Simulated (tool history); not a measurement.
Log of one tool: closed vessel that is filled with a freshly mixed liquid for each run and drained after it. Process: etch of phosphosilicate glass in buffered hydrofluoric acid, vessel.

run  hour  temperature setpoint of the liquid (°C)  parts of 40 % ammonium fluoride to one part of 49 % hydrofluoric acid (parts by volume)  time in the liquid (s)  thickness taken off the phosphosilicate glass on a monitor wafer (Å)
  1   0.0                                     24.0                                                                                     16.0                      90                                                                2159.3
  2   2.2                                     22.5                                                                                     16.0                      90                                                                1965.7
  3   6.0                                     19.5                                                                                     16.0                      90                                                                1654.0
  4   8.3                                     19.5                                                                                     16.0                      95                                                                1727.1
  5  13.6                                     17.0                                                                                     16.0                      95                                                                1537.6
  6  16.1                                     17.0                                                                                     20.5                      95                                                                1206.8
  7  18.7                                     21.0                                                                                     15.5                      95                                                                1976.7
  8  26.8                                     25.0                                                                                     10.5                      95                                                                3629.4
  9  32.3                                     27.0                                                                                     10.5                      95                                                                4000.0
 10  33.0                                     28.5                                                                                     10.5                      95                                                                4406.9

Forecast run 11:
 11  35.1                                     29.5                                                                                     10.5                      95                                                                     ?

{"run 11": {"thickness taken off the phosphosilicate glass on a monitor wafer (Å)": 4561.6}}
